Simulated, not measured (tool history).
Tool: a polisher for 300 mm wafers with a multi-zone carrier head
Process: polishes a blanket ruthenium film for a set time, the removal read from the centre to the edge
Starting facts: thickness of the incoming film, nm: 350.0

| run | hour | flow of slurry (ml/min) | pressure of the head's centre zone | pressure of the head's middle zone | pressure of the head's edge zone | polishing time (s) | film removed at the wafer's centre (nm) | film removed at mid-radius (nm) | film removed at the wafer's edge (nm) |
|---|---|---|---|---|---|---|---|---|---|
| 1 | 0.0 | 190 | 1.00 | 1.00 | 1.00 | 31 | 26.769 | 27.161 | 26.874 |
| 2 | 5.0 | 200 | 1.00 | 1.04 | 1.03 | 32 | 28.084 | 29.209 | 28.205 |
| 3 | 8.1 | 205 | 1.00 | 1.07 | 1.06 | 33 | 29.051 | 31.443 | 29.539 |
| 4 | 12.7 | 205 | 1.00 | 1.07 | 1.06 | 30 | 26.349 | 28.103 | 27.417 |
| 5 | 15.1 | 215 | 1.00 | 1.09 | 1.08 | 31 | 27.294 | 29.243 | 27.953 |
| 6 | 15.6 | 210 | 1.00 | 1.10 | 1.09 | 33 | 28.977 | 31.605 | 30.286 |
| 7 | 17.0 | 215 | 1.00 | 1.12 | 1.10 | 34 | 30.248 | 33.305 | 31.596 |

What does the tool deliver on the next run?
| 8 | 19.8 | 220 | 1.00 | 1.13 | 1.10 | 35 | ? | ? | ? |

{"run 8": {"film removed at the wafer's centre (nm)": 30.945, "film removed at mid-radius (nm)": 35.251, "film removed at the wafer's edge (nm)": 32.36}}
